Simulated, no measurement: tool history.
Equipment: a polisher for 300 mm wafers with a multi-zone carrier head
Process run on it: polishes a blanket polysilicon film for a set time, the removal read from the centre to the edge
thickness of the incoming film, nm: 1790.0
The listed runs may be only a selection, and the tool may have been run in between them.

| run | day | flow of slurry (ml/min) | pressure of the head's centre zone | pressure of the head's middle zone | pressure of the head's edge zone | polishing time (s) | film removed at the wafer's centre (angstrom) | film removed at mid-radius (angstrom) | film removed at the wafer's edge (angstrom) |
|---|---|---|---|---|---|---|---|---|---|
| 1 | 0.000 | 140 | 1.00 | 1.00 | 1.00 | 33 | 2101.7 | 1909.3 | 1963.7 |
| 2 | 0.354 | 140 | 1.00 | 1.04 | 1.00 | 33 | 2144.2 | 1964.4 | 1905.9 |
| 3 | 0.446 | 150 | 1.00 | 1.04 | 1.00 | 33 | 2157.3 | 1994.5 | 1985.9 |
| 4 | 0.529 | 150 | 1.00 | 1.04 | 1.00 | 29 | 1906.2 | 1746.1 | 1745.8 |
| 5 | 0.750 | 140 | 0.97 | 1.02 | 0.99 | 27 | 1703.4 | 1575.4 | 1585.1 |
|  | 1.004 | centre zone pressure recalibrated |
| 6 | 1.004 | 130 | 0.95 | 1.01 | 1.01 | 25 | 1347.7 | 1423.0 | 1463.5 |
| 7 | 1.046 | 125 | 0.94 | 0.99 | 1.00 | 24 | 1279.2 | 1328.4 | 1389.6 |

Forecast run 8:
| 8 | 1.229 | 120 | 0.92 | 0.97 | 0.99 | 23 | ? | ? | ? |

{"run 8": {"film removed at the wafer's centre (angstrom)": 1200.4, "film removed at mid-radius (angstrom)": 1254.4, "film removed at the wafer's edge (angstrom)": 1279.1}}
